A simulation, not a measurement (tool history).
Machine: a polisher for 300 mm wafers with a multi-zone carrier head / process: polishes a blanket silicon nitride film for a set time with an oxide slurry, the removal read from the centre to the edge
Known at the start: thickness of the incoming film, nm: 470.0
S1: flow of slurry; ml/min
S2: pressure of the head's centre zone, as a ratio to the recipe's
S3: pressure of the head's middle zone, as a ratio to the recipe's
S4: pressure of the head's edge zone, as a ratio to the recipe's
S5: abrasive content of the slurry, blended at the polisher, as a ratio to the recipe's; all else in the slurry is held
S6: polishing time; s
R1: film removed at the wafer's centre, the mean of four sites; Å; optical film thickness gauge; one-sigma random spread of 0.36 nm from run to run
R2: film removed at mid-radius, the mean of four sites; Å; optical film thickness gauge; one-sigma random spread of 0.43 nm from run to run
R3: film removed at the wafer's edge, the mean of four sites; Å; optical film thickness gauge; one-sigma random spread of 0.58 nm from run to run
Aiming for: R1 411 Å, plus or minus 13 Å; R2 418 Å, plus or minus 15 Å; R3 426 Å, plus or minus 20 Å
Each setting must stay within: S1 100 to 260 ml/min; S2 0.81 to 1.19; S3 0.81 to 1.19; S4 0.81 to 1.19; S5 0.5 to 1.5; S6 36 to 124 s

Run 1, hour 0: S1 165 ml/min, S2 1, S3 1, S4 1, S5 1, S6 79 s. Result: R1 614.59 Å, R2 614.09 Å, R3 627.27 Å.
Run 2, hour 1.1: S1 165 ml/min, S2 1, S3 1, S4 0.92, S5 1, S6 79 s. Result: R1 611.15 Å, R2 598.42 Å, R3 599.97 Å.
Run 3, hour 5.6: S1 165 ml/min, S2 1, S3 1, S4 0.92, S5 1.2, S6 79 s. Result: R1 682.03 Å, R2 661.66 Å, R3 645.28 Å.
Run 4, hour 11.9: S1 165 ml/min, S2 1, S3 1, S4 0.92, S5 1.25, S6 79 s. Result: R1 680.88 Å, R2 653.53 Å, R3 645.3 Å.
Run 5, hour 17.7: S1 165 ml/min, S2 1, S3 1, S4 0.88, S5 1.25, S6 79 s. Result: R1 676.03 Å, R2 667.85 Å, R3 658.19 Å.
Run 6, hour 20.6: S1 165 ml/min, S2 1, S3 1.05, S4 0.88, S5 1.25, S6 79 s. Result: R1 681.82 Å, R2 703.83 Å, R3 661.06 Å.
Run 7, hour 28.4: S1 170 ml/min, S2 0.99, S3 1.03, S4 0.87, S5 1.05, S6 76 s. Result: R1 602.08 Å, R2 619.46 Å, R3 577.42 Å.
Run 8, hour 32: S1 170 ml/min, S2 0.96, S3 1, S4 0.86, S5 0.9, S6 75 s. Result: R1 535.96 Å, R2 548.18 Å, R3 525.47 Å.
Run 9, hour 34.4: S1 170 ml/min, S2 0.94, S3 0.98, S4 0.85, S5 0.85, S6 75 s. Result: R1 506.86 Å, R2 518.02 Å, R3 501.34 Å.
Run 10, hour 38.8: S1 165 ml/min, S2 0.92, S3 0.96, S4 0.84, S5 0.8, S6 75 s. Result: R1 477.54 Å, R2 495.22 Å, R3 497.45 Å.
Run 11, hour 46.6: S1 170 ml/min, S2 0.92, S3 0.95, S4 0.84, S5 0.75, S6 75 s. Result: R1 469.07 Å, R2 473.51 Å, R3 464.48 Å.
Run 12, hour 55: S1 170 ml/min, S2 0.91, S3 0.94, S4 0.84, S5 0.7, S6 75 s. Result: R1 443.1 Å, R2 457.12 Å, R3 443.68 Å.
Run 13, hour 63: S1 165 ml/min, S2 0.91, S3 0.93, S4 0.84, S5 0.7, S6 75 s. Result: R1 438.33 Å, R2 445.17 Å, R3 466.39 Å.

Exactly one of the 4 candidate moves below puts every result within its allowed miss. Which one?
Run A, hour 71: S1 165 ml/min, S2 0.93, S3 0.95, S4 0.82, S5 0.7, S6 76 s. Result: R1 ?, R2 ?, R3 ?.
Run B, hour 71: S1 100 ml/min, S2 0.81, S3 0.87, S4 0.93, S5 0.75, S6 81 s. Result: R1 ?, R2 ?, R3 ?.
Run C, hour 71: S1 215 ml/min, S2 0.86, S3 1.09, S4 0.83, S5 0.7, S6 72 s. Result: R1 ?, R2 ?, R3 ?.
Run D, hour 71: S1 245 ml/min, S2 0.91, S3 0.93, S4 0.89, S5 0.7, S6 67 s. Result: R1 ?, R2 ?, R3 ?.

move      R1      R2      R3
   A  457.38  463.27  454.93
   B  414.29  453.42  512.72
   C   413.3  504.77  441.15
   D  412.53  417.93  427.87
A: further off than the last run
B: gets the furthest-off result to its target, but another result is out of tolerance
C: gets the furthest-off result to its target, but another result is out of tolerance
D: in spec on every target
D is the move that brings every result within its allowed miss.
